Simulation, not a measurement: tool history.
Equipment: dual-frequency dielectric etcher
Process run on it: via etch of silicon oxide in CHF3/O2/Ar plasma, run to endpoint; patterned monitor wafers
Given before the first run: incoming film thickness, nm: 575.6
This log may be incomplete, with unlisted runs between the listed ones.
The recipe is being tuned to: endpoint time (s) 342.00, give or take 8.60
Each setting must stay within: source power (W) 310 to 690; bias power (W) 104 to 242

| run | day | source power (W) | bias power (W) | endpoint time (s) |
|---|---|---|---|---|
| 1 | 0.000 | 500 | 173 | 295.83 |
| 2 | 0.054 | 500 | 202 | 281.58 |
| 3 | 0.112 | 470 | 195 | 291.11 |
| 4 | 0.483 | 470 | 219 | 274.32 |
| 5 | 0.800 | 470 | 242 | 266.79 |
| 6 | 0.900 | 470 | 216 | 276.03 |
| 7 | 0.967 | 440 | 202 | 292.14 |
| 8 | 1.338 | 420 | 195 | 300.20 |

4 candidate next runs follow, results not yet known. Just one meets every target within its allowed miss. Identify it.
| A | 1.708 | 380 | 175 | ? |
| B | 1.708 | 310 | 208 | ? |
| C | 1.708 | 320 | 166 | ? |
| D | 1.708 | 350 | 185 | ? |

| move | endpoint time (s) |
|---|---|
| A | 321.42 |
| B | 315.07 |
| C | 343.18 |
| D | 320.91 |
A: nearer than the last run, and not there yet
B: nearer than the last run, and not there yet
C: in spec on every target
D: nearer than the last run, and not there yet
Answer: C
